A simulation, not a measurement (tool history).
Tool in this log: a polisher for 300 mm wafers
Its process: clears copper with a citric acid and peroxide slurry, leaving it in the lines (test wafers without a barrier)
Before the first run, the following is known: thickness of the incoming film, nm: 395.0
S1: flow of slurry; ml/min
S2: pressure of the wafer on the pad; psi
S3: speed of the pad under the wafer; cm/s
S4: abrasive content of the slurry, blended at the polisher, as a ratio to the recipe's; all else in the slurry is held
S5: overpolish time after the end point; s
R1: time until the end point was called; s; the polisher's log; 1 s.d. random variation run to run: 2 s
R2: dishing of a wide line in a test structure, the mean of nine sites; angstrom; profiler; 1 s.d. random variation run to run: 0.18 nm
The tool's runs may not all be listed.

{"run": 1, "hour": 0.0, "S1": 190, "S2": 2.5, "S3": 138, "S4": 1.0, "S5": 8, "R1": 140.64, "R2": 90.769}
{"run": 2, "hour": 0.9, "S1": 190, "S2": 2.5, "S3": 138, "S4": 1.0, "S5": 10, "R1": 138.61, "R2": 96.47}
{"run": 3, "hour": 8.4, "S1": 170, "S2": 2.5, "S3": 138, "S4": 1.0, "S5": 10, "R1": 143.41, "R2": 100.11}
{"run": 4, "hour": 14.8, "S1": 170, "S2": 2.5, "S3": 138, "S4": 1.1, "S5": 10, "R1": 138.47, "R2": 98.402}
{"run": 5, "hour": 15.5, "S1": 170, "S2": 2.3, "S3": 138, "S4": 1.1, "S5": 9, "R1": 145.93, "R2": 90.272}
{"run": 6, "hour": 17.1, "S1": 170, "S2": 2.3, "S3": 138, "S4": 1.1, "S5": 10, "R1": 144.86, "R2": 91.693}
{"run": 7, "hour": 23.6, "S1": 165, "S2": 2.1, "S3": 138, "S4": 1.1, "S5": 10, "R1": 155.21, "R2": 93.557}

Predict the results of run 8:
{"run": 8, "hour": 29.6, "S1": 165, "S2": 1.9, "S3": 138, "S4": 1.1, "S5": 9, "R1": "?", "R2": "?"}

{"run 8": {"R1": 163.99, "R2": 91.247}}
